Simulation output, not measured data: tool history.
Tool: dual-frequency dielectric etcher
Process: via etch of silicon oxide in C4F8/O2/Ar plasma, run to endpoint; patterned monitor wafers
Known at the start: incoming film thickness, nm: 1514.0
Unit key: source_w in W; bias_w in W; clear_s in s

run	day	source_w	bias_w	clear_s
1	0.000	2120	2635	279.18
2	0.042	1900	2635	292.31
3	0.325	2020	2675	283.88
4	0.550	2120	2709	277.68
5	0.592	2200	2740	274.93
6	0.700	2020	2740	278.07
7	0.850	2110	2779	280.78
8	0.996	2250	2794	272.65
9	1.288	2340	2850	263.86
10	1.358	2340	2850	270.85
11	1.629	2440	2930	257.67
12	1.717	2470	2944	260.89
13	2.021	2520	2974	258.81
# day 2.329: wet clean of the chamber
14	2.329	2560	3001	267.04
15	2.446	2630	3116	257.46
16	2.746	2680	3134	256.32
17	3.038	2680	3134	255.05

Expected results for the next run?
18	3.329	2720	3156	?

clear_s: 254.97 s

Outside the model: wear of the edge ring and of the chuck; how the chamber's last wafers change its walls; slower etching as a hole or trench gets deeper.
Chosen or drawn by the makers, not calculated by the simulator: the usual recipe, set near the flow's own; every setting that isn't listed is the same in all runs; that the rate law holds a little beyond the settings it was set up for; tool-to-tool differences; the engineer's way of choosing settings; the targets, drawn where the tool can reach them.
